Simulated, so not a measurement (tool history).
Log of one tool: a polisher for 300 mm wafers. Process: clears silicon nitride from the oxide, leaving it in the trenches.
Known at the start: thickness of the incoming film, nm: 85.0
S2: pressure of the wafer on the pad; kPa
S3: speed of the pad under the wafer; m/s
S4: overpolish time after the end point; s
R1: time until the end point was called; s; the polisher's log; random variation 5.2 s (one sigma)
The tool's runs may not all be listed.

run 1 day=0 | flow_of_slurry_(ml/min)=265 S2=20 S3=0.76 S4=22 | R1=116.88
run 2 day=0.062 | flow_of_slurry_(ml/min)=265 S2=18.6 S3=0.74 S4=22 | R1=125.46
run 3 day=0.383 | flow_of_slurry_(ml/min)=265 S2=17.9 S3=0.7 S4=22 | R1=133.34
run 4 day=0.425 | flow_of_slurry_(ml/min)=265 S2=17.2 S3=0.66 S4=22 | R1=143.73
run 5 day=0.738 | flow_of_slurry_(ml/min)=290 S2=17.2 S3=0.66 S4=22 | R1=144.14
run 6 day=0.9 | flow_of_slurry_(ml/min)=290 S2=17.2 S3=0.66 S4=22 | R1=141.19
run 7 day=1.25 | flow_of_slurry_(ml/min)=285 S2=16.5 S3=0.64 S4=22 | R1=155.17
run 8 day=1.438 | flow_of_slurry_(ml/min)=285 S2=15.9 S3=0.62 S4=22 | R1=163.6
run 9 day=1.65 | flow_of_slurry_(ml/min)=285 S2=15.9 S3=0.62 S4=22 | R1=161.72

Forecast run 10:
run 10 day=1.938 | flow_of_slurry_(ml/min)=285 S2=15.2 S3=0.6 S4=22 | R1=?

{"run 10": {"R1": 175.97}}

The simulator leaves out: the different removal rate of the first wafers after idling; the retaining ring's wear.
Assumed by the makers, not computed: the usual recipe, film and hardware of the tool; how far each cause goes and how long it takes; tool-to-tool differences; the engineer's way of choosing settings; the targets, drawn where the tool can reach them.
